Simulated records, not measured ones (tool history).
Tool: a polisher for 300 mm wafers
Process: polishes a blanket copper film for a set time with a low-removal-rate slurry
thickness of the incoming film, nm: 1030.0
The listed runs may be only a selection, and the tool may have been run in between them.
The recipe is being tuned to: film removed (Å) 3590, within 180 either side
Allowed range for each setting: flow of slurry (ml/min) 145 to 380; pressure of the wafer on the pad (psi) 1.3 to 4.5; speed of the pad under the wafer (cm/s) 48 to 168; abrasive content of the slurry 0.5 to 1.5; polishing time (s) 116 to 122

run  hour  flow of slurry (ml/min)  pressure of the wafer on the pad (psi)  speed of the pad under the wafer (cm/s)  abrasive content of the slurry  polishing time (s)  film removed (Å)
  1     0                      245                                     2.9                                      108                               1                 116            4312.3
  2   1.3                      245                                     2.9                                      108                               1                 116            4323.1
  3   5.1                      245                                     2.9                                      108                               1                 116            4376.8
  4   5.6                      245                                     2.8                                      108                               1                 116            4260.5
  5   7.2                      245                                     2.8                                      108                             1.2                 116            4387.6
  6   7.7                      245                                     2.8                                      108                             1.3                 116            4420.4
  7  10.4                      245                                     2.7                                      108                             1.3                 116            4352.5
  8  12.9                      245                                     2.6                                      108                             1.3                 116              4127
  9  21.7                      245                                     2.5                                      108                             1.3                 116            4120.7
 10  25.2                      245                                       2                                      106                             1.3                 116            3259.5
 11  29.2                      245                                     2.1                                      106                             1.3                 116            3303.9

Below are 5 possible settings for the next run. Only one of them brings all results inside the allowed miss of their targets. Which is it?
  A  33.2                      215                                     2.7                                       66                            1.35                 118                 ?
  B  33.2                      225                                     2.2                                      106                            1.35                 121                 ?
  C  33.2                      250                                     1.9                                      106                            1.35                 116                 ?
  D  33.2                      260                                     1.7                                      112                            1.25                 122                 ?
  E  33.2                      235                                     2.2                                       82                            1.35                 120                 ?

move  film removed (Å)
   A            2762.4
   B            3595.5
   C            3060.8
   D            3028.1
   E            2848.4
A: misses by more than the last run did
B: each result inside its tolerance
C: misses by more than the last run did
D: misses by more than the last run did
E: misses by more than the last run did
B is the move that brings every result within its allowed miss.

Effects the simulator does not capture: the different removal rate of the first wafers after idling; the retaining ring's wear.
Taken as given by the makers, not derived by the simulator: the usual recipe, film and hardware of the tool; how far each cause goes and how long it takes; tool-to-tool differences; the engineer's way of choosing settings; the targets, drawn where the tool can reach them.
